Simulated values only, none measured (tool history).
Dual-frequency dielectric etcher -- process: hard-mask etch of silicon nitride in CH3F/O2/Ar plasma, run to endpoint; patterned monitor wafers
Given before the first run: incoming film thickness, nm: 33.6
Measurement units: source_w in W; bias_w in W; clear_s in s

| run | hour | source_w | bias_w | clear_s |
|---|---|---|---|---|
| 1 | 0.0 | 530 | 99 | 40.974 |
| 2 | 8.2 | 560 | 101 | 39.348 |
| 3 | 13.7 | 500 | 101 | 41.512 |
| 4 | 21.2 | 530 | 103 | 40.207 |
| 5 | 25.1 | 570 | 103 | 38.490 |
| 6 | 26.3 | 570 | 89 | 41.280 |
| 7 | 30.6 | 570 | 89 | 41.163 |
| 8 | 36.1 | 600 | 91 | 40.046 |
| 9 | 40.4 | 630 | 92 | 38.543 |

Estimate the outcome of run 10 from the log above:
| 10 | 41.8 | 640 | 93 | ? |

Run 10 yielded clear_s 38.214 s.
